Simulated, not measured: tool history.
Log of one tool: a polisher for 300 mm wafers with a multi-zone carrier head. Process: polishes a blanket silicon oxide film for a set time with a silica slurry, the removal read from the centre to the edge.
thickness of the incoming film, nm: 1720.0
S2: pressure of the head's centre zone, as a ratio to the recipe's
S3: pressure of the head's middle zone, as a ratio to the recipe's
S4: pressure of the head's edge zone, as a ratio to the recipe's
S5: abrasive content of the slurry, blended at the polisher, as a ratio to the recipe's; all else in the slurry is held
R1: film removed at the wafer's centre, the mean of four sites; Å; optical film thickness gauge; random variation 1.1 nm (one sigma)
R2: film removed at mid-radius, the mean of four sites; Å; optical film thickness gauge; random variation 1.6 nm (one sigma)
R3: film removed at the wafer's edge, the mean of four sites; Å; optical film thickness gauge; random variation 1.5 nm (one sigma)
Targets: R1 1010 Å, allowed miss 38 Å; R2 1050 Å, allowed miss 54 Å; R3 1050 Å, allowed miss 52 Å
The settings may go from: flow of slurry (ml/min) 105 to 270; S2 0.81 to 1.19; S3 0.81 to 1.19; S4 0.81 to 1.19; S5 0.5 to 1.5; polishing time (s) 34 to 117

{"run": 1, "day": 0.0, "flow of slurry (ml/min)": 175, "S2": 1, "S3": 1, "S4": 1, "S5": 1, "polishing time (s)": 75, "R1": 1690.4, "R2": 1645.9, "R3": 1644.6}
{"run": 2, "day": 0.096, "flow of slurry (ml/min)": 175, "S2": 0.99, "S3": 0.99, "S4": 0.99, "S5": 0.95, "polishing time (s)": 73, "R1": 1604.2, "R2": 1581.4, "R3": 1574.4}
{"run": 3, "day": 0.433, "flow of slurry (ml/min)": 175, "S2": 0.98, "S3": 0.98, "S4": 0.98, "S5": 0.9, "polishing time (s)": 71, "R1": 1509.8, "R2": 1475.2, "R3": 1483.5}
{"run": 4, "day": 0.621, "flow of slurry (ml/min)": 175, "S2": 0.98, "S3": 1.04, "S4": 0.98, "S5": 0.9, "polishing time (s)": 71, "R1": 1498.2, "R2": 1566.8, "R3": 1506.3}
{"run": 5, "day": 0.842, "flow of slurry (ml/min)": 175, "S2": 0.98, "S3": 1.04, "S4": 0.92, "S5": 0.9, "polishing time (s)": 71, "R1": 1550.9, "R2": 1585, "R3": 1442.7}
{"run": 6, "day": 0.979, "flow of slurry (ml/min)": 170, "S2": 0.96, "S3": 1.02, "S4": 0.92, "S5": 0.85, "polishing time (s)": 70, "R1": 1407.9, "R2": 1468.7, "R3": 1390}
{"run": 7, "day": 1.062, "flow of slurry (ml/min)": 170, "S2": 0.95, "S3": 1.01, "S4": 0.91, "S5": 0.8, "polishing time (s)": 69, "R1": 1355.6, "R2": 1392.3, "R3": 1300.3}
{"run": 8, "day": 1.371, "flow of slurry (ml/min)": 165, "S2": 0.93, "S3": 0.99, "S4": 0.9, "S5": 0.75, "polishing time (s)": 69, "R1": 1314.3, "R2": 1332.8, "R3": 1296.5}
{"run": 9, "day": 1.721, "flow of slurry (ml/min)": 165, "S2": 0.92, "S3": 0.99, "S4": 0.89, "S5": 0.7, "polishing time (s)": 68, "R1": 1232, "R2": 1293.2, "R3": 1181.9}
{"run": 10, "day": 1.75, "flow of slurry (ml/min)": 160, "S2": 0.91, "S3": 0.97, "S4": 0.89, "S5": 0.7, "polishing time (s)": 68, "R1": 1208.7, "R2": 1251.8, "R3": 1192.5}
{"run": 11, "day": 1.883, "flow of slurry (ml/min)": 155, "S2": 0.9, "S3": 0.96, "S4": 0.89, "S5": 0.7, "polishing time (s)": 68, "R1": 1190.6, "R2": 1188.6, "R3": 1232.7}
{"run": 12, "day": 1.942, "flow of slurry (ml/min)": 155, "S2": 0.89, "S3": 0.96, "S4": 0.89, "S5": 0.65, "polishing time (s)": 68, "R1": 1135.5, "R2": 1222.7, "R3": 1144.2}
{"run": 13, "day": 2.138, "flow of slurry (ml/min)": 150, "S2": 0.89, "S3": 0.95, "S4": 0.89, "S5": 0.65, "polishing time (s)": 68, "R1": 1135.3, "R2": 1179.4, "R3": 1154.3}
{"run": 14, "day": 2.325, "flow of slurry (ml/min)": 150, "S2": 0.88, "S3": 0.94, "S4": 0.89, "S5": 0.65, "polishing time (s)": 68, "R1": 1137.3, "R2": 1161.8, "R3": 1169.4}
{"run": 15, "day": 2.625, "flow of slurry (ml/min)": 135, "S2": 0.85, "S3": 0.93, "S4": 0.84, "S5": 0.5, "polishing time (s)": 67, "R1": 940.95, "R2": 991.67, "R3": 970.02}
{"run": 16, "day": 2.854, "flow of slurry (ml/min)": 140, "S2": 0.85, "S3": 0.93, "S4": 0.85, "S5": 0.5, "polishing time (s)": 67, "R1": 943.81, "R2": 1007.4, "R3": 962.18}
{"run": 17, "day": 3.162, "flow of slurry (ml/min)": 140, "S2": 0.85, "S3": 0.93, "S4": 0.86, "S5": 0.5, "polishing time (s)": 67, "R1": 949.05, "R2": 975.46, "R3": 1001.5}
{"run": 18, "day": 3.375, "flow of slurry (ml/min)": 145, "S2": 0.85, "S3": 0.93, "S4": 0.86, "S5": 0.5, "polishing time (s)": 67, "R1": 952.11, "R2": 1012.5, "R3": 1003}
{"run": 19, "day": 3.442, "flow of slurry (ml/min)": 150, "S2": 0.85, "S3": 0.93, "S4": 0.86, "S5": 0.5, "polishing time (s)": 67, "R1": 946.55, "R2": 1013.4, "R3": 1008.4}
{"run": 20, "day": 3.729, "flow of slurry (ml/min)": 150, "S2": 0.86, "S3": 0.93, "S4": 0.86, "S5": 0.5, "polishing time (s)": 67, "R1": 969.43, "R2": 1004.1, "R3": 971.67}
{"run": 21, "day": 3.971, "flow of slurry (ml/min)": 150, "S2": 0.86, "S3": 0.93, "S4": 0.87, "S5": 0.5, "polishing time (s)": 67, "R1": 960.76, "R2": 981.03, "R3": 1002.8}

Which of these 4 next moves meets every target?
{"run": "A", "day": 4.212, "flow of slurry (ml/min)": 105, "S2": 0.81, "S3": 1.01, "S4": 0.85, "S5": 0.6, "polishing time (s)": 66, "R1": "?", "R2": "?", "R3": "?"}
{"run": "B", "day": 4.212, "flow of slurry (ml/min)": 125, "S2": 0.88, "S3": 0.99, "S4": 0.99, "S5": 0.65, "polishing time (s)": 57, "R1": "?", "R2": "?", "R3": "?"}
{"run": "C", "day": 4.212, "flow of slurry (ml/min)": 170, "S2": 0.82, "S3": 0.88, "S4": 0.84, "S5": 0.6, "polishing time (s)": 65, "R1": "?", "R2": "?", "R3": "?"}
{"run": "D", "day": 4.212, "flow of slurry (ml/min)": 175, "S2": 0.81, "S3": 0.93, "S4": 0.88, "S5": 0.6, "polishing time (s)": 60, "R1": "?", "R2": "?", "R3": "?"}

move=A R1=886.04 R2=1019.6 R3=988.27
move=B R1=893.2 R2=944.65 R3=983.82
move=C R1=1006.4 R2=1011.1 R3=1054.1
move=D R1=926.57 R2=980.88 R3=996.72
A: further off than the last run
B: further off than the last run
C: meets every target
D: further off than the last run
Move C is the one to make.
